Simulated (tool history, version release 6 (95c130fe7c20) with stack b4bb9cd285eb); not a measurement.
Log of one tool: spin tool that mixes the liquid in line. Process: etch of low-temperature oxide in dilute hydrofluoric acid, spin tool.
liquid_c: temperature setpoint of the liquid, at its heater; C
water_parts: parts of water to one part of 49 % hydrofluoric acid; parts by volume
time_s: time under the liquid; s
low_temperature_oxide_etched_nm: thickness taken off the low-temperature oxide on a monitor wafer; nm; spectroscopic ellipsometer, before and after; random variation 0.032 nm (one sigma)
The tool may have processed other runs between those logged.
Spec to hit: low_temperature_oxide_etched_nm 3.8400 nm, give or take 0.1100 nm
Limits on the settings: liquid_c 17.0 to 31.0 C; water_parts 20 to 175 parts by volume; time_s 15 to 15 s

run	hour	liquid_c	water_parts	time_s	low_temperature_oxide_etched_nm
1	0.0	23.0	95	15	3.1211
2	5.4	23.0	70	15	4.3288
3	7.8	26.0	70	15	4.8711
4	16.4	26.0	70	15	4.9162
5	23.3	24.0	70	15	4.5748
6	31.5	24.0	40	15	8.2652
7	38.0	22.0	50	15	6.0857
8	46.7	20.5	55	15	5.0620
9	53.9	20.5	55	15	5.0824
10	58.4	19.5	60	15	4.4859
11	63.1	18.5	60	15	4.2915
12	65.8	17.0	65	15	3.6689

Next run, 4 choices. One meets every target within its allowed miss, the rest don't. Which?
A	68.5	17.0	60	15	?
B	68.5	20.0	70	15	?
C	68.5	19.0	75	15	?
D	68.5	17.0	70	15	?

move	low_temperature_oxide_etched_nm
A	3.9930
B	3.8447
C	3.4211
D	3.3853
A: pushes the last run's worst result past its target
B: in spec on every target
C: misses by more than the last run did
D: misses by more than the last run did
So the answer is move B, the one that meets all the targets.
